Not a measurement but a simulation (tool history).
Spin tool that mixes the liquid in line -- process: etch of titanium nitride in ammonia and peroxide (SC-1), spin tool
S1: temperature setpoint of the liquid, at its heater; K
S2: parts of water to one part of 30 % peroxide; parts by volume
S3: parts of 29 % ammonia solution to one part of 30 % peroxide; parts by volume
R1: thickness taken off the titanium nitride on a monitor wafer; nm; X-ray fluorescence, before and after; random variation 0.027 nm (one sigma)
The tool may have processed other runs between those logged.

Run 1, hour 0.0: S1 323.15 K, S2 17.0 parts by volume, S3 0.45 parts by volume, time under the liquid (s) 300. Result: R1 9.0738 nm.
Run 2, hour 4.7: S1 320.15 K, S2 18.5 parts by volume, S3 0.45 parts by volume, time under the liquid (s) 300. Result: R1 7.1135 nm.
Run 3, hour 10.0: S1 320.15 K, S2 13.0 parts by volume, S3 0.45 parts by volume, time under the liquid (s) 300. Result: R1 8.5397 nm.
Run 4, hour 18.0: S1 313.65 K, S2 13.0 parts by volume, S3 0.45 parts by volume, time under the liquid (s) 300. Result: R1 5.4082 nm.
Run 5, hour 24.2: S1 316.15 K, S2 13.0 parts by volume, S3 0.45 parts by volume, time under the liquid (s) 300. Result: R1 6.4381 nm.
Run 6, hour 28.3: S1 316.15 K, S2 16.5 parts by volume, S3 0.45 parts by volume, time under the liquid (s) 300. Result: R1 5.7090 nm.
Run 7, hour 34.6: S1 315.15 K, S2 18.0 parts by volume, S3 0.45 parts by volume, time under the liquid (s) 300. Result: R1 4.9161 nm.
Run 8, hour 35.7: S1 314.15 K, S2 19.0 parts by volume, S3 0.45 parts by volume, time under the liquid (s) 300. Result: R1 4.5011 nm.
Run 9, hour 44.2: S1 313.65 K, S2 20.0 parts by volume, S3 0.45 parts by volume, time under the liquid (s) 300. Result: R1 4.1870 nm.

Predict the results of run 10:
Run 10, hour 48.2: S1 313.15 K, S2 20.5 parts by volume, S3 0.45 parts by volume, time under the liquid (s) 300. Result: R1 ?.

Run 10 produced R1 4.0144 nm.

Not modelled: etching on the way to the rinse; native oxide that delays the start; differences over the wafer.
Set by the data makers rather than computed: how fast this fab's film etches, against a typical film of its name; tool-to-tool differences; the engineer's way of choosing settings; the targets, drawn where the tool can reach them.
